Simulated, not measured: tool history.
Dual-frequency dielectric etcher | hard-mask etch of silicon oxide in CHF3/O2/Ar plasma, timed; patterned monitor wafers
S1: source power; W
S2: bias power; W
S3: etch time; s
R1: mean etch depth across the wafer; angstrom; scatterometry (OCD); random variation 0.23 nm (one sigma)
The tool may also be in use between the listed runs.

| run | day | S1 | S2 | S3 | R1 |
|---|---|---|---|---|---|
| 1 | 0.000 | 590 | 142 | 20.5 | 392.95 |
| 2 | 0.083 | 590 | 142 | 21.5 | 407.64 |
| 3 | 0.175 | 550 | 139 | 21.5 | 399.27 |
| 4 | 0.312 | 520 | 136 | 21.5 | 390.27 |
| 5 | 0.483 | 590 | 136 | 21.5 | 405.96 |
| 6 | 0.654 | 550 | 132 | 21.5 | 389.10 |
| 7 | 0.871 | 550 | 132 | 21.5 | 391.54 |
| 8 | 1.188 | 520 | 130 | 21.5 | 381.91 |
| 9 | 1.471 | 500 | 128 | 21.5 | 380.95 |
| 10 | 1.662 | 480 | 125 | 21.5 | 368.83 |
| 11 | 1.796 | 470 | 124 | 21.5 | 362.58 |
| 12 | 1.862 | 460 | 123 | 21.5 | 359.32 |

Forecast run 13:
| 13 | 2.112 | 450 | 123 | 21.5 | ? |

R1: 364.07 angstrom
